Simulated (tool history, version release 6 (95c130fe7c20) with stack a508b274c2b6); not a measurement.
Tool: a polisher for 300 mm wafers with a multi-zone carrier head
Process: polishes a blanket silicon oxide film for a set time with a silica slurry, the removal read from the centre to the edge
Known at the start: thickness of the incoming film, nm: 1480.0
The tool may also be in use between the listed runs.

run,hour,flow of slurry (ml/min),pressure of the head's centre zone,pressure of the head's middle zone,pressure of the head's edge zone,abrasive content of the slurry,polishing time (s),film removed at the wafer's centre (Å),film removed at mid-radius (Å),film removed at the wafer's edge (Å)
1,0,185,1,1,1,1,33,1178.1,1167.2,1194.6
2,6.4,185,1,1.01,1.02,1.1,34,1287.5,1300.8,1355.8
3,14.2,190,1.02,1.04,1.04,1.15,34,1331.5,1375.3,1359.3
4,15.4,190,1.02,1.04,1.05,1.2,34,1388,1385.5,1407
5,20.7,230,1.02,1.04,1.05,1.2,34,1385.2,1450.5,1409.4
6,25.3,230,1.02,1.04,1.06,1.25,34,1420.6,1433.8,1448.8

Run 7 comes next. What will it give?
7,32.9,230,1.02,1.05,1.07,1.3,34,?,?,?

Run 7 gave film removed at the wafer's centre (Å) 1441.9, film removed at mid-radius (Å) 1483.5, film removed at the wafer's edge (Å) 1480.1.

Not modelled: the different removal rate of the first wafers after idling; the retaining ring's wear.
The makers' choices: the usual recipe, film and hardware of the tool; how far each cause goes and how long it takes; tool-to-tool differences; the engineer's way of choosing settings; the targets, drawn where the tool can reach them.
